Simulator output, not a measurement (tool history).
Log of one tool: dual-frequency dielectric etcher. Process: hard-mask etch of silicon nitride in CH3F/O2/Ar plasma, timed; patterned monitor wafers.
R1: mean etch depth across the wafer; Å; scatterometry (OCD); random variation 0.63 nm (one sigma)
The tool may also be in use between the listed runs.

{"run": 1, "hour": 0.0, "source power (W)": 490, "bias power (W)": 60, "etch time (s)": 140.5, "R1": 906.01}
{"run": 2, "hour": 8.7, "source power (W)": 490, "bias power (W)": 60, "etch time (s)": 130.0, "R1": 846.44}
{"run": 3, "hour": 10.8, "source power (W)": 500, "bias power (W)": 62, "etch time (s)": 131.0, "R1": 870.74}
{"run": 4, "hour": 12.0, "source power (W)": 500, "bias power (W)": 62, "etch time (s)": 130.0, "R1": 853.7}
{"run": 5, "hour": 16.2, "source power (W)": 520, "bias power (W)": 64, "etch time (s)": 131.0, "R1": 888.94}
{"run": 6, "hour": 19.5, "source power (W)": 440, "bias power (W)": 64, "etch time (s)": 131.0, "R1": 812.02}
{"run": 7, "hour": 24.9, "source power (W)": 460, "bias power (W)": 65, "etch time (s)": 131.5, "R1": 848.83}
{"run": 8, "hour": 25.9, "source power (W)": 480, "bias power (W)": 66, "etch time (s)": 132.0, "R1": 875.36}
{"run": 9, "hour": 32.1, "source power (W)": 500, "bias power (W)": 67, "etch time (s)": 132.0, "R1": 885.9}
{"run": 10, "hour": 40.2, "source power (W)": 520, "bias power (W)": 68, "etch time (s)": 132.5, "R1": 928.53}

The next listed run, before its measurement:
{"run": 11, "hour": 47.1, "source power (W)": 530, "bias power (W)": 68, "etch time (s)": 132.5, "R1": "?"}

R1: 928.75 Å
